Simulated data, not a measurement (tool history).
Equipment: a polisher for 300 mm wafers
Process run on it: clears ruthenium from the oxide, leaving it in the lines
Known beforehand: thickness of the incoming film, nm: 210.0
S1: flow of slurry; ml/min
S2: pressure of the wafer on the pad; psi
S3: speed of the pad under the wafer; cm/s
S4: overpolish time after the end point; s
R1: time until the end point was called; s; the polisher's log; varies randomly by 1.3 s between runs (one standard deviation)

Run 1, hour 0: S1 185 ml/min, S2 2.7 psi, S3 104 cm/s, S4 8 s. Result: R1 114.39 s.
Run 2, hour 3.9: S1 210 ml/min, S2 2.7 psi, S3 104 cm/s, S4 8 s. Result: R1 111.83 s.
Run 3, hour 6.7: S1 210 ml/min, S2 2.8 psi, S3 104 cm/s, S4 8 s. Result: R1 106.97 s.
Run 4, hour 12.6: S1 190 ml/min, S2 2.8 psi, S3 104 cm/s, S4 8 s. Result: R1 107.82 s.
Run 5, hour 21: S1 190 ml/min, S2 2.8 psi, S3 104 cm/s, S4 8 s. Result: R1 110.95 s.
Run 6, hour 27.5: S1 190 ml/min, S2 2.8 psi, S3 92 cm/s, S4 8 s. Result: R1 120.39 s.
Run 7, hour 31.2: S1 190 ml/min, S2 2.9 psi, S3 92 cm/s, S4 8 s. Result: R1 118.34 s.

For run 8, what comes out?
Run 8, hour 33.3: S1 190 ml/min, S2 3 psi, S3 92 cm/s, S4 8 s. Result: R1 ?.

{"run 8": {"R1": 116.62}}
